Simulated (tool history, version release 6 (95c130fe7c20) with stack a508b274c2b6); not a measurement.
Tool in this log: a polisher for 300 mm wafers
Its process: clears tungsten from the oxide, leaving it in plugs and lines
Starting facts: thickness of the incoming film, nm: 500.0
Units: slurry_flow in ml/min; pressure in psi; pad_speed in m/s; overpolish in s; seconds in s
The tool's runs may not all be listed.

run,hour,slurry_flow,pressure,pad_speed,slurry_solids,overpolish,seconds
1,0.0,225,4.4,0.90,1.00,9,103.140
2,4.2,175,4.4,0.90,1.00,9,106.480
3,5.8,225,4.4,0.90,1.00,9,101.470
4,11.9,225,4.4,0.90,0.85,9,108.780
5,15.1,200,4.4,0.90,0.85,9,111.390
6,21.4,200,4.4,0.90,1.00,9,105.520
7,24.2,200,5.6,0.92,1.00,9,83.880
8,26.4,205,5.8,0.92,1.00,9,79.012

What does the tool deliver on the next run?
9,31.3,210,5.9,0.92,1.00,9,?

{"run 9": {"seconds": 76.365}}
